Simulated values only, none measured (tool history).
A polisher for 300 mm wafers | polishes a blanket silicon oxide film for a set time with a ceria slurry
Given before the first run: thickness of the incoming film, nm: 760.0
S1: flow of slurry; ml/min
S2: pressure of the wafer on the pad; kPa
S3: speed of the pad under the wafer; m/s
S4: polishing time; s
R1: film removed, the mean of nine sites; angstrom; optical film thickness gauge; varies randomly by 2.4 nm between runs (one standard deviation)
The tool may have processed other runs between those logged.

Run 1, hour 0.0: S1 125 ml/min, S2 29.0 kPa, S3 1.04 m/s, S4 30 s. Result: R1 2387.8 angstrom.
Run 2, hour 1.2: S1 125 ml/min, S2 28.3 kPa, S3 1.04 m/s, S4 30 s. Result: R1 2347.0 angstrom.
Run 3, hour 10.2: S1 125 ml/min, S2 27.6 kPa, S3 1.04 m/s, S4 30 s. Result: R1 2268.0 angstrom.
Run 4, hour 12.3: S1 125 ml/min, S2 27.6 kPa, S3 1.04 m/s, S4 27 s. Result: R1 2033.9 angstrom.
Run 5, hour 19.4: S1 125 ml/min, S2 33.1 kPa, S3 1.04 m/s, S4 27 s. Result: R1 2464.3 angstrom.
Run 6, hour 23.1: S1 125 ml/min, S2 32.4 kPa, S3 1.04 m/s, S4 27 s. Result: R1 2380.8 angstrom.
At hour 29.3: head pressure recalibrated.
Run 7, hour 29.3: S1 125 ml/min, S2 31.7 kPa, S3 1.04 m/s, S4 27 s. Result: R1 2141.7 angstrom.

Expected results for the next run?
Run 8, hour 30.6: S1 125 ml/min, S2 31.0 kPa, S3 1.04 m/s, S4 27 s. Result: R1 ?.

{"run 8": {"R1": 2036.7}}
